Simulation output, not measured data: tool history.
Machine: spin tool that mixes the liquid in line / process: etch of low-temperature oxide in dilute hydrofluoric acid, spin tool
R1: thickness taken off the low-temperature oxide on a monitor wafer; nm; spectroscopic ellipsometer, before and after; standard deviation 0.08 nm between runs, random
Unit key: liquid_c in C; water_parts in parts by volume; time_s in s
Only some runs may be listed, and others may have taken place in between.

Run 1, hour 0: liquid_c 24 C, water_parts 215 parts by volume, time_s 80 s. Result: R1 11.364 nm.
Run 2, hour 1.2: liquid_c 24 C, water_parts 145 parts by volume, time_s 80 s. Result: R1 18.084 nm.
Run 3, hour 4.9: liquid_c 26 C, water_parts 145 parts by volume, time_s 80 s. Result: R1 19.397 nm.
Run 4, hour 9.9: liquid_c 26 C, water_parts 190 parts by volume, time_s 80 s. Result: R1 14.095 nm.
Run 5, hour 11.8: liquid_c 26 C, water_parts 190 parts by volume, time_s 80 s. Result: R1 14.071 nm.
Run 6, hour 16.7: liquid_c 24 C, water_parts 195 parts by volume, time_s 80 s. Result: R1 12.716 nm.

For run 7, what comes out?
Run 7, hour 25.5: liquid_c 22 C, water_parts 195 parts by volume, time_s 80 s. Result: R1 ?.

R1: 11.793 nm
